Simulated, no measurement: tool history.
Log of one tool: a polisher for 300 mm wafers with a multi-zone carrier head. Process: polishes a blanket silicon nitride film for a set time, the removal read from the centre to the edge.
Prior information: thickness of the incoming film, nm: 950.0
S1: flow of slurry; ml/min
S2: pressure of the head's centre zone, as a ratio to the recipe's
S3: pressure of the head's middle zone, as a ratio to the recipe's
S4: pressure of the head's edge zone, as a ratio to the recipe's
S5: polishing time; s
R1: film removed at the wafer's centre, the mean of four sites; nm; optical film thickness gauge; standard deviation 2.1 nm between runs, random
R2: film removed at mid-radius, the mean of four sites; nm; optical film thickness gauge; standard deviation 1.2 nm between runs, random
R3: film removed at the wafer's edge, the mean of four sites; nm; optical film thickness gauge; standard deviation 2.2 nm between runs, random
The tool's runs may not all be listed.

| run | hour | S1 | S2 | S3 | S4 | S5 | R1 | R2 | R3 |
|---|---|---|---|---|---|---|---|---|---|
| 1 | 0 | 230 | 1 | 1 | 1 | 85 | 110.24 | 113.52 | 116.01 |
| 2 | 5 | 235 | 1.01 | 1.01 | 1.02 | 88 | 115.24 | 117.1 | 118.98 |
| 3 | 12.4 | 235 | 1.01 | 1.01 | 1.02 | 108 | 144.72 | 146.51 | 149.13 |
| 4 | 20.5 | 235 | 1.01 | 0.95 | 1.02 | 108 | 144.68 | 139.4 | 151.3 |
| 5 | 21.8 | 235 | 1.01 | 1.03 | 1.02 | 108 | 141.8 | 148.14 | 147.83 |
| 6 | 30.7 | 240 | 1.01 | 1.03 | 1.03 | 109 | 144.8 | 151.51 | 149 |
| 7 | 34.5 | 240 | 1.01 | 1.03 | 1.03 | 110 | 145.18 | 152.08 | 151.11 |
| 8 | 37.1 | 240 | 1.01 | 1.03 | 1.04 | 111 | 145.8 | 153.09 | 151.29 |
| 9 | 45.1 | 240 | 1.01 | 1.03 | 1.03 | 112 | 147.8 | 152.69 | 151.83 |
| 10 | 50.6 | 240 | 1.01 | 1.03 | 1.03 | 113 | 149.47 | 156.12 | 154.59 |
| 11 | 56.5 | 240 | 1.01 | 1.03 | 1.03 | 114 | 149.72 | 156.92 | 156.72 |

Run 12 is up next; what results do you expect?
| 12 | 60.4 | 240 | 1.01 | 1.03 | 1.03 | 115 | ? | ? | ? |

Run 12 came out at R1 153.56 nm, R2 157.85 nm, R3 160.72 nm.
